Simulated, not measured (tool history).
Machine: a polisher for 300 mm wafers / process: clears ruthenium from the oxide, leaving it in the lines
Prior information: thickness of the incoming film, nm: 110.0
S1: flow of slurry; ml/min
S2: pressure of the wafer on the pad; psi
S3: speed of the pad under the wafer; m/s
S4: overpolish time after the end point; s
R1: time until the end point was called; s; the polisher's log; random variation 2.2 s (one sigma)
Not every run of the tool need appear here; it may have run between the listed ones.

Run 1, day 0: S1 295 ml/min, S2 1.4 psi, S3 1.22 m/s, S4 11 s. Result: R1 153.71 s.
Run 2, day 0.046: S1 295 ml/min, S2 1.3 psi, S3 1.22 m/s, S4 11 s. Result: R1 165.16 s.
Run 3, day 0.142: S1 295 ml/min, S2 1.5 psi, S3 1.22 m/s, S4 11 s. Result: R1 144.34 s.
Run 4, day 0.188: S1 295 ml/min, S2 1.6 psi, S3 1.22 m/s, S4 11 s. Result: R1 134.44 s.
Run 5, day 0.317: S1 295 ml/min, S2 1.5 psi, S3 1.22 m/s, S4 11 s. Result: R1 143.74 s.
Run 6, day 0.417: S1 295 ml/min, S2 1.5 psi, S3 1.22 m/s, S4 8 s. Result: R1 143.02 s.

The next listed run, before its measurement:
Run 7, day 0.475: S1 295 ml/min, S2 1.4 psi, S3 1.22 m/s, S4 8 s. Result: R1 ?.

{"run 7": {"R1": 155.13}}
